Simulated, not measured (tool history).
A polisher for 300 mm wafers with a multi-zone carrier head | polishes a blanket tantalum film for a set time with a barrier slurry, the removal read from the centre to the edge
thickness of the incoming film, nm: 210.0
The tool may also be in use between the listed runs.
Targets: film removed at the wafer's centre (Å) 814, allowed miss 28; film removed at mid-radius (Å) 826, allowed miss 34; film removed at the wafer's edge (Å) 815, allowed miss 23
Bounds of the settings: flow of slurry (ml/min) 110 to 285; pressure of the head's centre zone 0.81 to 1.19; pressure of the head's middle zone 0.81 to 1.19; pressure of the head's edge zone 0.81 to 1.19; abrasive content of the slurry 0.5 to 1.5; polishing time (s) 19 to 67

run,hour,flow of slurry (ml/min),pressure of the head's centre zone,pressure of the head's middle zone,pressure of the head's edge zone,abrasive content of the slurry,polishing time (s),film removed at the wafer's centre (Å),film removed at mid-radius (Å),film removed at the wafer's edge (Å)
1,0,180,1,1,1,1,43,692.39,702.98,682.51
2,8.9,180,0.92,1,1,1,43,649.66,688.79,675.03
3,15.5,190,0.94,1.01,1.02,1.05,43,685.89,737.07,701.09
4,16.6,200,0.95,1,1.04,1.05,43,682.1,708.51,713.22
5,25,205,0.97,1.01,1.05,1.1,43,705.22,741.75,724.69
6,28.6,210,0.99,1.01,1.06,1.15,43,721.25,752.52,733.73
7,30.6,215,1,1.01,1.07,1.2,43,749.66,752.87,750.59
8,31.5,220,1,1.02,1.08,1.2,43,751.53,751.07,749.76
9,34.9,220,1,1.03,1.09,1.25,43,751.83,780.76,771.57
10,38.3,225,1.01,1.03,1.1,1.25,43,767.27,777.41,781.1
11,39.7,230,1.01,1.04,1.1,1.25,43,789.46,794.53,774.82
12,44.5,235,1.01,1.04,1.11,1.25,43,785.99,798.48,775.74
13,49,235,1.01,1.04,1.12,1.25,43,777.92,803.01,776.09

4 next moves are on the table. One of them brings every result within its allowed miss. Which?
A,53.5,210,1.04,0.91,1.14,1.35,45,?,?,?
B,53.5,280,1.02,1.04,1.13,1.2,44,?,?,?
C,53.5,210,0.95,1.04,1.16,1.25,44,?,?,?
D,53.5,240,0.93,1.03,1.09,1.5,44,?,?,?

move,film removed at the wafer's centre (Å),film removed at mid-radius (Å),film removed at the wafer's edge (Å)
A,835.58,754.36,838.21
B,811.96,832.59,814.81
C,734.41,812.23,812.21
D,760.35,850.8,827.35
A: takes the result that was furthest off past its target
B: meets every target
C: brings the result that was furthest off to its target, and leaves another outside
D: brings the result that was furthest off to its target, and leaves another outside
Move B is the one to make.

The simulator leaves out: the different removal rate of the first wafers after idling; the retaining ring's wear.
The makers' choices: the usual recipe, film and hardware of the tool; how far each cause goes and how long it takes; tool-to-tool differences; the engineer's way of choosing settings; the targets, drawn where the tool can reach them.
